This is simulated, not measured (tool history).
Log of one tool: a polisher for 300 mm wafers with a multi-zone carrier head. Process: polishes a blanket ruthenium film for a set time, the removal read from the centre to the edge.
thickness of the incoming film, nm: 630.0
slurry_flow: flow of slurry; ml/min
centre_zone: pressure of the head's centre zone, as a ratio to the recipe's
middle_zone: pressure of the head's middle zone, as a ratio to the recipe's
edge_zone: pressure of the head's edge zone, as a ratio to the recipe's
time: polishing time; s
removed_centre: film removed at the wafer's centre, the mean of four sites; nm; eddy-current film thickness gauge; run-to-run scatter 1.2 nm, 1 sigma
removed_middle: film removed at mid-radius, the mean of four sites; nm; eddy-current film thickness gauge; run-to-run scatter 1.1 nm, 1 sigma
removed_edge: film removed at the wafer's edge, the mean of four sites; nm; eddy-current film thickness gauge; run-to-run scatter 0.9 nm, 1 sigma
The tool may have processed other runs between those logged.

Run 1, hour 0: slurry_flow 185 ml/min, centre_zone 1, middle_zone 1, edge_zone 1, time 63 s. Result: removed_centre 102.42 nm, removed_middle 103.68 nm, removed_edge 103.06 nm.
Run 2, hour 7.3: slurry_flow 185 ml/min, centre_zone 1, middle_zone 1.06, edge_zone 1, time 63 s. Result: removed_centre 101.72 nm, removed_middle 110.11 nm, removed_edge 102.36 nm.
Run 3, hour 14.7: slurry_flow 200 ml/min, centre_zone 1.04, middle_zone 1.04, edge_zone 1.05, time 65 s. Result: removed_centre 110.62 nm, removed_middle 112.67 nm, removed_edge 108.25 nm.
Run 4, hour 17.9: slurry_flow 210 ml/min, centre_zone 1.06, middle_zone 1.02, edge_zone 1.08, time 67 s. Result: removed_centre 118.43 nm, removed_middle 114.79 nm, removed_edge 115.51 nm.
Run 5, hour 24.9: slurry_flow 210 ml/min, centre_zone 0.98, middle_zone 1.02, edge_zone 1.08, time 67 s. Result: removed_centre 109.29 nm, removed_middle 115 nm, removed_edge 114.22 nm.
Run 6, hour 29.9: slurry_flow 210 ml/min, centre_zone 1.02, middle_zone 1.02, edge_zone 1.08, time 67 s. Result: removed_centre 113.47 nm, removed_middle 115.86 nm, removed_edge 114.58 nm.
Run 7, hour 37.5: slurry_flow 220 ml/min, centre_zone 1.05, middle_zone 1.01, edge_zone 1.1, time 68 s. Result: removed_centre 119.05 nm, removed_middle 116.03 nm, removed_edge 118.74 nm.

Expected results for the next run?
Run 8, hour 40.4: slurry_flow 230 ml/min, centre_zone 1.08, middle_zone 1.01, edge_zone 1.12, time 69 s. Result: removed_centre ?, removed_middle ?, removed_edge ?.

removed_centre: 125.35 nm
removed_middle: 119.64 nm
removed_edge: 122.01 nm
